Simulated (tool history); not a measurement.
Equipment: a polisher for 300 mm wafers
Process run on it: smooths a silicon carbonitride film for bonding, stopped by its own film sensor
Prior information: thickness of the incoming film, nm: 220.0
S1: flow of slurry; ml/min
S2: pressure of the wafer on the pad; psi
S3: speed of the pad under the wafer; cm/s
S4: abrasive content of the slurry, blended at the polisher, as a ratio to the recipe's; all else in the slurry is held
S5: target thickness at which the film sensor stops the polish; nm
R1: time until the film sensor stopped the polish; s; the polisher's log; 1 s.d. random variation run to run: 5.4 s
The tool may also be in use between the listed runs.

run 1 hour=0 | S1=155 S2=2.2 S3=84 S4=1 S5=185 | R1=140.78
run 2 hour=4.9 | S1=155 S2=2.2 S3=76 S4=1 S5=185 | R1=150.99
run 3 hour=10 | S1=155 S2=2 S3=68 S4=0.95 S5=185 | R1=189.41
run 4 hour=11.7 | S1=155 S2=2 S3=68 S4=0.75 S5=185 | R1=209.35
run 5 hour=13.8 | S1=135 S2=2 S3=68 S4=0.75 S5=185 | R1=209.43
run 6 hour=17.5 | S1=135 S2=2 S3=52 S4=0.75 S5=185 | R1=262.31
run 7 hour=22.6 | S1=135 S2=1.8 S3=52 S4=0.75 S5=185 | R1=281.12
run 8 hour=29.2 | S1=135 S2=1.6 S3=52 S4=0.75 S5=185 | R1=321.84
run 9 hour=30.2 | S1=135 S2=1.5 S3=52 S4=0.75 S5=185 | R1=332.84

Forecast run 10:
run 10 hour=33.1 | S1=135 S2=1.4 S3=52 S4=0.75 S5=185 | R1=?

R1: 367.47 s
